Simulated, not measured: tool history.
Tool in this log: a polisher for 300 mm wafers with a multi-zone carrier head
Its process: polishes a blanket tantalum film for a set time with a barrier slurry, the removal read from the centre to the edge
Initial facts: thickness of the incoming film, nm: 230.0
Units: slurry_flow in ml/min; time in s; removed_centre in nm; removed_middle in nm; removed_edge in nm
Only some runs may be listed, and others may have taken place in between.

run,hour,slurry_flow,centre_zone,middle_zone,edge_zone,slurry_solids,time,removed_centre,removed_middle,removed_edge
1,0,190,1,1,1,1,33,42.833,43.756,43.487
2,2.6,230,1,1,1,1,33,44.007,44.588,44.433
3,4.4,235,0.99,1.02,1.03,1.1,33,44.745,45.929,46.01
4,13.2,235,0.97,1.04,1.05,1.2,33,44.038,48.715,47.989
5,15.8,235,0.93,1.04,1.05,1.2,33,42.952,48.637,46.98
6,19,240,0.94,1.06,1.07,1.25,33,43.874,49.72,48.356
7,20.6,240,0.94,1.08,1.09,1.3,33,44.203,51.307,48.618

What does the tool deliver on the next run?
8,27.3,245,0.93,1.08,1.1,1.35,33,?,?,?

{"run 8": {"removed_centre": 44.799, "removed_middle": 52.052, "removed_edge": 50.925}}

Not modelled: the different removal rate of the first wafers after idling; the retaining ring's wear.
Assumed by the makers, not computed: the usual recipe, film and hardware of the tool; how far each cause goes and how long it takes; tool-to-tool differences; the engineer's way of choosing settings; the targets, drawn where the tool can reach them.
